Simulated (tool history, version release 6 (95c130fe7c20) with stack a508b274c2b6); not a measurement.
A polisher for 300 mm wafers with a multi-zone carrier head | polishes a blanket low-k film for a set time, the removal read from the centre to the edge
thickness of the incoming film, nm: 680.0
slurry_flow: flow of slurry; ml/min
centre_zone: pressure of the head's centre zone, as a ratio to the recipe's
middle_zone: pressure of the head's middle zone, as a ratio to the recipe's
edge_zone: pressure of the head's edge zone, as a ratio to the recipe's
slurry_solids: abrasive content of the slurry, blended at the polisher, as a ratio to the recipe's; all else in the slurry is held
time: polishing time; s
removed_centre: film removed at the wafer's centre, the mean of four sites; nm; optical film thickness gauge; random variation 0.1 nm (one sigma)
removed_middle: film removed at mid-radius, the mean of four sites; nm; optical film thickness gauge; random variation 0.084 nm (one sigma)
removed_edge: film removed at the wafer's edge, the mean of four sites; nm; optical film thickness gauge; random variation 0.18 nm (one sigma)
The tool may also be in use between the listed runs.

Run 1, hour 0: slurry_flow 155 ml/min, centre_zone 1, middle_zone 1, edge_zone 1, slurry_solids 1, time 51 s. Result: removed_centre 18.616 nm, removed_middle 18.549 nm, removed_edge 18.876 nm.
Run 2, hour 5.4: slurry_flow 140 ml/min, centre_zone 1, middle_zone 0.95, edge_zone 0.98, slurry_solids 0.95, time 51 s. Result: removed_centre 17.873 nm, removed_middle 17.552 nm, removed_edge 17.967 nm.
Run 3, hour 8.1: slurry_flow 140 ml/min, centre_zone 1, middle_zone 0.95, edge_zone 0.98, slurry_solids 1.05, time 51 s. Result: removed_centre 18.584 nm, removed_middle 18.119 nm, removed_edge 18.606 nm.
Run 4, hour 13.2: slurry_flow 110 ml/min, centre_zone 1, middle_zone 0.95, edge_zone 0.98, slurry_solids 1.05, time 51 s. Result: removed_centre 18.07 nm, removed_middle 17.624 nm, removed_edge 18.491 nm.
Run 5, hour 20.8: slurry_flow 110 ml/min, centre_zone 1, middle_zone 0.95, edge_zone 0.93, slurry_solids 1.05, time 51 s. Result: removed_centre 18.244 nm, removed_middle 17.577 nm, removed_edge 18.245 nm.
Run 6, hour 22.9: slurry_flow 105 ml/min, centre_zone 1.02, middle_zone 0.91, edge_zone 0.97, slurry_solids 0.95, time 51 s. Result: removed_centre 17.634 nm, removed_middle 16.381 nm, removed_edge 17.249 nm.
Run 7, hour 27: slurry_flow 100 ml/min, centre_zone 1.04, middle_zone 0.88, edge_zone 1.03, slurry_solids 0.9, time 51 s. Result: removed_centre 17.182 nm, removed_middle 15.645 nm, removed_edge 17.421 nm.
Run 8, hour 28.3: slurry_flow 100 ml/min, centre_zone 1.05, middle_zone 0.86, edge_zone 1.04, slurry_solids 0.85, time 51 s. Result: removed_centre 17.223 nm, removed_middle 14.808 nm, removed_edge 17.143 nm.
At hour 29.2: slurry nozzle cleaned.
Run 9, hour 29.2: slurry_flow 100 ml/min, centre_zone 1.05, middle_zone 0.85, edge_zone 1.03, slurry_solids 0.85, time 51 s. Result: removed_centre 17.677 nm, removed_middle 15.361 nm, removed_edge 17.653 nm.

Run 10 comes next. What will it give?
Run 10, hour 36.8: slurry_flow 100 ml/min, centre_zone 1.06, middle_zone 0.85, edge_zone 1.04, slurry_solids 0.8, time 51 s. Result: removed_centre ?, removed_middle ?, removed_edge ?.

removed_centre: 17.465 nm
removed_middle: 14.819 nm
removed_edge: 17.058 nm

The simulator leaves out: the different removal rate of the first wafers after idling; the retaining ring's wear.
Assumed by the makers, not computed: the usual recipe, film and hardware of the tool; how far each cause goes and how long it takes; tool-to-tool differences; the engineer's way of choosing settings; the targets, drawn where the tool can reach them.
